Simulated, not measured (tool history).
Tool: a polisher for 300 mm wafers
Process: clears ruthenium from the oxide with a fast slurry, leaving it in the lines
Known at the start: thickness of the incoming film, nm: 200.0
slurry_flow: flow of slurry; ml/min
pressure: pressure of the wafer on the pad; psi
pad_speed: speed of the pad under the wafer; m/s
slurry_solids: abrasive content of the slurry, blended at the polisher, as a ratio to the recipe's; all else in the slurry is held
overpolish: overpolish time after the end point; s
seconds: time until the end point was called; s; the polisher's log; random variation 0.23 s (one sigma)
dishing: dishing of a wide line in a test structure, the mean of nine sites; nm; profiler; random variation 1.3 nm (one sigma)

run,hour,slurry_flow,pressure,pad_speed,slurry_solids,overpolish,seconds,dishing
1,0.0,170,3.4,1.1,1.0,15,41.404,45.046
2,1.7,180,3.9,1.1,1.0,15,36.980,50.853
3,9.4,180,3.0,1.1,1.0,15,45.437,44.797
4,14.4,190,3.7,1.1,1.0,15,37.930,49.847
5,15.4,190,3.7,1.1,1.0,21,38.236,61.250
6,22.9,195,4.1,1.1,1.0,19,34.607,58.216
7,25.6,200,4.4,1.1,1.0,18,32.543,59.166

Run 8 comes next. What will it give?
8,33.9,200,4.7,1.1,1.0,17,?,?

seconds: 31.216 s
dishing: 60.493 nm
